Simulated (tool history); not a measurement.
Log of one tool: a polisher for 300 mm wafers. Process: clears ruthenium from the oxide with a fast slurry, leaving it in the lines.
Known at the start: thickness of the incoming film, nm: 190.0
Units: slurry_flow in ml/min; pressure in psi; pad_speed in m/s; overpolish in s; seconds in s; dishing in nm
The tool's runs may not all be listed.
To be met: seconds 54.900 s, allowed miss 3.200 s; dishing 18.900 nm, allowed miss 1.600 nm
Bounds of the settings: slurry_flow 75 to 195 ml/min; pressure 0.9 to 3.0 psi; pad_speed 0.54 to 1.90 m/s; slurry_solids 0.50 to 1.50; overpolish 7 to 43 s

| run | hour | slurry_flow | pressure | pad_speed | slurry_solids | overpolish | seconds | dishing |
|---|---|---|---|---|---|---|---|---|
| 1 | 0.0 | 125 | 1.9 | 1.22 | 1.00 | 22 | 57.749 | 48.487 |
| 2 | 1.7 | 125 | 1.9 | 1.38 | 1.00 | 22 | 51.682 | 55.118 |
| 3 | 9.6 | 145 | 1.9 | 1.16 | 1.15 | 18 | 56.201 | 44.024 |
| 4 | 17.9 | 145 | 1.9 | 1.42 | 1.15 | 18 | 46.890 | 51.526 |
| 5 | 20.3 | 125 | 2.0 | 1.38 | 0.95 | 15 | 53.593 | 40.709 |
| 6 | 23.1 | 125 | 2.0 | 1.38 | 0.95 | 9 | 52.882 | 25.966 |
| 7 | 30.6 | 110 | 2.0 | 1.40 | 0.95 | 8 | 53.763 | 22.447 |
| 8 | 33.8 | 105 | 2.0 | 1.40 | 0.95 | 8 | 54.262 | 21.866 |
| 9 | 42.6 | 100 | 2.0 | 1.40 | 0.95 | 8 | 54.495 | 21.063 |
| 10 | 45.6 | 100 | 2.0 | 1.40 | 0.95 | 8 | 54.756 | 21.620 |
| 11 | 48.5 | 95 | 2.0 | 1.40 | 0.95 | 8 | 56.014 | 22.058 |
| 12 | 50.7 | 130 | 1.7 | 1.38 | 0.95 | 7 | 61.270 | 16.841 |
| 13 | 56.5 | 140 | 1.9 | 1.38 | 0.95 | 8 | 53.242 | 21.816 |
| 14 | 57.5 | 140 | 1.9 | 1.40 | 0.95 | 8 | 54.613 | 22.376 |
| 15 | 60.9 | 130 | 1.9 | 1.44 | 0.95 | 8 | 53.399 | 22.371 |
| 16 | 62.2 | 125 | 1.9 | 1.48 | 0.95 | 8 | 52.106 | 22.909 |
| 17 | 70.0 | 120 | 1.9 | 1.50 | 0.95 | 8 | 52.305 | 22.319 |
| 18 | 77.0 | 115 | 1.9 | 1.50 | 0.95 | 8 | 52.284 | 22.005 |
| 19 | 84.2 | 110 | 1.9 | 1.50 | 0.95 | 8 | 52.604 | 21.449 |
| 20 | 84.7 | 105 | 1.9 | 1.50 | 0.95 | 8 | 53.690 | 21.256 |

4 next moves are on the table. One of them brings every result within its allowed miss. Which?
| A | 85.2 | 115 | 1.7 | 1.50 | 0.95 | 9 | ? | ? |
| B | 85.2 | 115 | 1.9 | 1.60 | 1.00 | 8 | ? | ? |
| C | 85.2 | 110 | 1.9 | 1.40 | 1.05 | 7 | ? | ? |
| D | 85.2 | 75 | 2.2 | 1.46 | 0.90 | 9 | ? | ? |

| move | seconds | dishing |
|---|---|---|
| A | 59.046 | 22.184 |
| B | 48.907 | 23.713 |
| C | 54.112 | 18.984 |
| D | 55.397 | 23.561 |
A: further off than the last run
B: further off than the last run
C: meets every target
D: further off than the last run
Answer: C
